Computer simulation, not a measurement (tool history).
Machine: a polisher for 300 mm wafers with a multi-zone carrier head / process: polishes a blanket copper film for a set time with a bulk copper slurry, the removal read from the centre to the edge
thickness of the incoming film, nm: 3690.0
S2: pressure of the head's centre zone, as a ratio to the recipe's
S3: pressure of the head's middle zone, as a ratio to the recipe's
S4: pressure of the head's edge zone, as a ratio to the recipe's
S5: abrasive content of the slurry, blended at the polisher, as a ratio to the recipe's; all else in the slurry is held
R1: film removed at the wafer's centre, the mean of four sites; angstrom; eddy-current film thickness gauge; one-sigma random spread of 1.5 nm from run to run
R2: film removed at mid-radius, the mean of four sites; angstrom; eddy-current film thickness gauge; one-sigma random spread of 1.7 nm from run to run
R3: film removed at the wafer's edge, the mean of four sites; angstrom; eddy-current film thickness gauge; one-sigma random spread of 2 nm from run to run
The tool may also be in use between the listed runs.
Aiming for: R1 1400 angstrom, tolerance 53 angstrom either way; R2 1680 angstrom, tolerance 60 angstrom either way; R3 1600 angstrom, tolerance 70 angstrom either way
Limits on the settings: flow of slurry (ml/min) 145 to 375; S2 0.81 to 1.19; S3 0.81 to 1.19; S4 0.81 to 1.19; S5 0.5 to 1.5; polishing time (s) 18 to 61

{"run": 1, "hour": 0.0, "flow of slurry (ml/min)": 240, "S2": 1, "S3": 1, "S4": 1, "S5": 1, "polishing time (s)": 39, "R1": 1704.3, "R2": 1682.3, "R3": 1782.2}
{"run": 2, "hour": 1.9, "flow of slurry (ml/min)": 235, "S2": 0.96, "S3": 1.02, "S4": 0.97, "S5": 0.95, "polishing time (s)": 39, "R1": 1618.4, "R2": 1676.6, "R3": 1695.6}
{"run": 3, "hour": 9.3, "flow of slurry (ml/min)": 235, "S2": 0.96, "S3": 1.02, "S4": 0.97, "S5": 0.95, "polishing time (s)": 31, "R1": 1281.5, "R2": 1370.2, "R3": 1331.4}
{"run": 4, "hour": 17.0, "flow of slurry (ml/min)": 245, "S2": 0.96, "S3": 1.06, "S4": 1.02, "S5": 1, "polishing time (s)": 31, "R1": 1320.9, "R2": 1433.1, "R3": 1401.9}
{"run": 5, "hour": 22.1, "flow of slurry (ml/min)": 300, "S2": 0.96, "S3": 1.06, "S4": 1.02, "S5": 1, "polishing time (s)": 31, "R1": 1345.5, "R2": 1438.8, "R3": 1423.8}
{"run": 6, "hour": 30.6, "flow of slurry (ml/min)": 295, "S2": 0.95, "S3": 1.09, "S4": 1.04, "S5": 1.1, "polishing time (s)": 31, "R1": 1357.2, "R2": 1493.6, "R3": 1473.5}
{"run": 7, "hour": 36.9, "flow of slurry (ml/min)": 295, "S2": 0.95, "S3": 1.09, "S4": 1.04, "S5": 1.1, "polishing time (s)": 31, "R1": 1349.5, "R2": 1515.2, "R3": 1437.5}
{"run": 8, "hour": 38.7, "flow of slurry (ml/min)": 295, "S2": 0.94, "S3": 1.1, "S4": 1.07, "S5": 1.15, "polishing time (s)": 31, "R1": 1374.5, "R2": 1504.5, "R3": 1485.3}
{"run": 9, "hour": 41.5, "flow of slurry (ml/min)": 295, "S2": 0.92, "S3": 1.12, "S4": 1.08, "S5": 1.2, "polishing time (s)": 32, "R1": 1349.2, "R2": 1600.9, "R3": 1565.5}

Which single option among these 4 for the next run brings every result within its allowed miss of target? Just one does.
{"run": "A", "hour": 44.3, "flow of slurry (ml/min)": 310, "S2": 0.9, "S3": 1.06, "S4": 1.17, "S5": 1.25, "polishing time (s)": 30, "R1": "?", "R2": "?", "R3": "?"}
{"run": "B", "hour": 44.3, "flow of slurry (ml/min)": 320, "S2": 0.9, "S3": 1.12, "S4": 1.06, "S5": 1.5, "polishing time (s)": 32, "R1": "?", "R2": "?", "R3": "?"}
{"run": "C", "hour": 44.3, "flow of slurry (ml/min)": 300, "S2": 0.84, "S3": 1.16, "S4": 1.09, "S5": 1.2, "polishing time (s)": 32, "R1": "?", "R2": "?", "R3": "?"}
{"run": "D", "hour": 44.3, "flow of slurry (ml/min)": 275, "S2": 0.85, "S3": 1.09, "S4": 1.11, "S5": 1.15, "polishing time (s)": 33, "R1": "?", "R2": "?", "R3": "?"}

move=A R1=1270.8 R2=1476.6 R3=1558.6
move=B R1=1414.8 R2=1722.2 R3=1646.5
move=C R1=1251.9 R2=1682.6 R3=1583.7
move=D R1=1282.1 R2=1616.6 R3=1624.8
A: lands further from the targets than the last run did
B: all results in spec
C: meets the target for the result that was furthest off, but another lies outside its allowed miss
D: lands further from the targets than the last run did
B meets every target.
